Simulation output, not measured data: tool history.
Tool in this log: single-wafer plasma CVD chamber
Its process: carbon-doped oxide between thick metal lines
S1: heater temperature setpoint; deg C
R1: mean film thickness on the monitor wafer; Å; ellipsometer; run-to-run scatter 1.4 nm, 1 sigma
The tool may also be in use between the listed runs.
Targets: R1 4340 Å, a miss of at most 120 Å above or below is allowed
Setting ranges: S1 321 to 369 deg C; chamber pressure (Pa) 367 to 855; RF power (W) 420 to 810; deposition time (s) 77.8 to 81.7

Run 1, day 0: S1 345 deg C, chamber pressure (Pa) 611, RF power (W) 615, deposition time (s) 81.7. Result: R1 4955 Å.
Run 2, day 0.321: S1 346 deg C, chamber pressure (Pa) 584, RF power (W) 585, deposition time (s) 81.2. Result: R1 4804.8 Å.
Run 3, day 0.558: S1 346 deg C, chamber pressure (Pa) 692, RF power (W) 585, deposition time (s) 81.2. Result: R1 4953.3 Å.
Run 4, day 0.746: S1 346 deg C, chamber pressure (Pa) 692, RF power (W) 660, deposition time (s) 81.2. Result: R1 5189.3 Å.
Run 5, day 1.012: S1 348 deg C, chamber pressure (Pa) 660, RF power (W) 610, deposition time (s) 80.1. Result: R1 4872.1 Å.
Run 6, day 1.321: S1 348 deg C, chamber pressure (Pa) 604, RF power (W) 610, deposition time (s) 80.1. Result: R1 4832.7 Å.
Run 7, day 1.412: S1 349 deg C, chamber pressure (Pa) 585, RF power (W) 580, deposition time (s) 79.4. Result: R1 4625.3 Å.
Run 8, day 1.5: S1 351 deg C, chamber pressure (Pa) 567, RF power (W) 570, deposition time (s) 79.3. Result: R1 4539.2 Å.
Run 9, day 1.821: S1 352 deg C, chamber pressure (Pa) 555, RF power (W) 560, deposition time (s) 79.2. Result: R1 4477.8 Å.

Below are 4 possible settings for the next run. Only one of them brings all results inside the allowed miss of their targets. Which is it?
Run A, day 2.142: S1 358 deg C, chamber pressure (Pa) 433, RF power (W) 500, deposition time (s) 77.8. Result: R1 ?.
Run B, day 2.142: S1 349 deg C, chamber pressure (Pa) 587, RF power (W) 460, deposition time (s) 77.8. Result: R1 ?.
Run C, day 2.142: S1 356 deg C, chamber pressure (Pa) 577, RF power (W) 560, deposition time (s) 77.8. Result: R1 ?.
Run D, day 2.142: S1 356 deg C, chamber pressure (Pa) 555, RF power (W) 450, deposition time (s) 77.8. Result: R1 ?.

move      R1
   A  4006.5
   B  4156.2
   C    4386
   D  4019.4
A: pushes the last run's worst result past its target
B: pushes the last run's worst result past its target
C: hits every target within its allowed miss
D: pushes the last run's worst result past its target
The move that meets every target is C.
